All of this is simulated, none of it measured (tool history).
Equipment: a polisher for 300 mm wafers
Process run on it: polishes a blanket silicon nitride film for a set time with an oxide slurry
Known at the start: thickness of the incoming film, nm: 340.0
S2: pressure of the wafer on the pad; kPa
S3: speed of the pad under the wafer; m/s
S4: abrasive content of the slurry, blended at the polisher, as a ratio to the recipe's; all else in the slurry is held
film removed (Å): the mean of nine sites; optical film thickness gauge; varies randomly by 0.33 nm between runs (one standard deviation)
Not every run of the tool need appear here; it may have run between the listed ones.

{"run": 1, "hour": 0.0, "flow of slurry (ml/min)": 195, "S2": 33.1, "S3": 0.96, "S4": 1.0, "polishing time (s)": 45, "film removed (Å)": 363.58}
{"run": 2, "hour": 1.3, "flow of slurry (ml/min)": 195, "S2": 33.1, "S3": 0.96, "S4": 0.9, "polishing time (s)": 45, "film removed (Å)": 349.02}
{"run": 3, "hour": 9.9, "flow of slurry (ml/min)": 195, "S2": 33.1, "S3": 0.96, "S4": 0.9, "polishing time (s)": 45, "film removed (Å)": 361.79}
{"run": 4, "hour": 18.3, "flow of slurry (ml/min)": 195, "S2": 33.1, "S3": 0.96, "S4": 1.05, "polishing time (s)": 45, "film removed (Å)": 381.07}
{"run": 5, "hour": 23.0, "flow of slurry (ml/min)": 195, "S2": 28.3, "S3": 0.94, "S4": 1.05, "polishing time (s)": 45, "film removed (Å)": 319.31}
{"run": 6, "hour": 27.8, "flow of slurry (ml/min)": 195, "S2": 28.3, "S3": 0.8, "S4": 1.05, "polishing time (s)": 45, "film removed (Å)": 290.04}
{"run": 7, "hour": 36.0, "flow of slurry (ml/min)": 195, "S2": 26.2, "S3": 0.8, "S4": 1.05, "polishing time (s)": 45, "film removed (Å)": 268.63}

Expected results for the next run?
{"run": 8, "hour": 42.3, "flow of slurry (ml/min)": 195, "S2": 20.7, "S3": 0.78, "S4": 1.05, "polishing time (s)": 45, "film removed (Å)": "?"}

film removed (Å): 212.92

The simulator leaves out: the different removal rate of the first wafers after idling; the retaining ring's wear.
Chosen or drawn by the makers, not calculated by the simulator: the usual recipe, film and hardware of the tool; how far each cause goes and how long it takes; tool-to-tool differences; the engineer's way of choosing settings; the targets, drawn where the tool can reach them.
